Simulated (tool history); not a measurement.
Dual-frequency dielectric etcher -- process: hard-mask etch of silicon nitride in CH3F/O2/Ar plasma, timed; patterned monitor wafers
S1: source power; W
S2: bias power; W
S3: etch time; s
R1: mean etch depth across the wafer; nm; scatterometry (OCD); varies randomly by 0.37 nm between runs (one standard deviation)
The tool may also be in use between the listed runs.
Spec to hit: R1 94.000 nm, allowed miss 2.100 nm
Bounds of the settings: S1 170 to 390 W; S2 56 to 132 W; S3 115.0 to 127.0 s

Run 1, hour 0.0: S1 280 W, S2 94 W, S3 127.0 s. Result: R1 81.757 nm.
Run 2, hour 5.8: S1 310 W, S2 96 W, S3 127.0 s. Result: R1 84.639 nm.
Run 3, hour 11.8: S1 310 W, S2 96 W, S3 127.0 s. Result: R1 85.520 nm.
Run 4, hour 12.4: S1 330 W, S2 98 W, S3 127.0 s. Result: R1 87.440 nm.
Run 5, hour 16.8: S1 290 W, S2 98 W, S3 127.0 s. Result: R1 84.515 nm.
Run 6, hour 21.4: S1 310 W, S2 101 W, S3 127.0 s. Result: R1 86.640 nm.
Run 7, hour 24.1: S1 330 W, S2 103 W, S3 127.0 s. Result: R1 89.781 nm.
Run 8, hour 25.4: S1 340 W, S2 104 W, S3 127.0 s. Result: R1 90.415 nm.

Which one of the following 5 next-run settings gets every result inside its allowed miss? There is exactly one.
Run A, hour 26.7: S1 330 W, S2 104 W, S3 120.5 s. Result: R1 ?.
Run B, hour 26.7: S1 340 W, S2 101 W, S3 120.0 s. Result: R1 ?.
Run C, hour 26.7: S1 360 W, S2 125 W, S3 116.5 s. Result: R1 ?.
Run D, hour 26.7: S1 370 W, S2 107 W, S3 118.5 s. Result: R1 ?.
Run E, hour 26.7: S1 340 W, S2 109 W, S3 119.0 s. Result: R1 ?.

move      R1
   A  86.073
   B  85.178
   C  93.722
   D  88.846
   E  87.838
A: its largest miss is bigger than the last run's
B: its largest miss is bigger than the last run's
C: hits every target within its allowed miss
D: its largest miss is bigger than the last run's
E: its largest miss is bigger than the last run's
The right move is C.
